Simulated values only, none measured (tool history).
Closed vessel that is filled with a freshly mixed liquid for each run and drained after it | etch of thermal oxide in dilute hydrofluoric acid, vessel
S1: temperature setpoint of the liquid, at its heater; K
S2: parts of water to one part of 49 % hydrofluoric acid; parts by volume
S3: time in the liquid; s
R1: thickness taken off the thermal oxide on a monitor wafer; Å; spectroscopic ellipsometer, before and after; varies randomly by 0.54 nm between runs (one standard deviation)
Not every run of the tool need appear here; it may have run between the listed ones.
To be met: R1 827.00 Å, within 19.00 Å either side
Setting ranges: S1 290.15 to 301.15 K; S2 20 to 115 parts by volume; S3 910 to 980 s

{"run": 1, "hour": 0.0, "S1": 293.15, "S2": 65, "S3": 910, "R1": 538.17}
{"run": 2, "hour": 8.5, "S1": 295.65, "S2": 65, "S3": 910, "R1": 593.08}
{"run": 3, "hour": 9.3, "S1": 295.65, "S2": 55, "S3": 910, "R1": 715.2}
{"run": 4, "hour": 11.9, "S1": 295.65, "S2": 55, "S3": 910, "R1": 713.25}
{"run": 5, "hour": 20.1, "S1": 295.65, "S2": 55, "S3": 980, "R1": 762.35}
{"run": 6, "hour": 28.3, "S1": 295.65, "S2": 70, "S3": 980, "R1": 587.59}
{"run": 7, "hour": 33.8, "S1": 297.65, "S2": 65, "S3": 980, "R1": 692.61}
{"run": 8, "hour": 40.2, "S1": 298.65, "S2": 65, "S3": 980, "R1": 723.41}
{"run": 9, "hour": 45.6, "S1": 299.65, "S2": 65, "S3": 980, "R1": 748.62}
{"run": 10, "hour": 47.5, "S1": 299.65, "S2": 65, "S3": 980, "R1": 752.6}
{"run": 11, "hour": 51.0, "S1": 300.15, "S2": 65, "S3": 980, "R1": 771.01}
{"run": 12, "hour": 52.9, "S1": 300.65, "S2": 65, "S3": 980, "R1": 786.45}
{"run": 13, "hour": 56.8, "S1": 301.15, "S2": 65, "S3": 980, "R1": 794.18}
{"run": 14, "hour": 57.9, "S1": 301.15, "S2": 60, "S3": 980, "R1": 857.49}

Pick the move, out of 4, that brings all results within their allowed miss; only one does.
{"run": "A", "hour": 59.0, "S1": 300.15, "S2": 55, "S3": 970, "R1": "?"}
{"run": "B", "hour": 59.0, "S1": 300.65, "S2": 55, "S3": 945, "R1": "?"}
{"run": "C", "hour": 59.0, "S1": 299.15, "S2": 55, "S3": 950, "R1": "?"}
{"run": "D", "hour": 59.0, "S1": 300.65, "S2": 60, "S3": 955, "R1": "?"}

move=A R1=911.27
move=B R1=905.68
move=C R1=857.33
move=D R1=833.02
A: lands further from the targets than the last run did
B: lands further from the targets than the last run did
C: no better and no worse than the last run
D: every result lands within tolerance
Correct choice: D, which meets every target
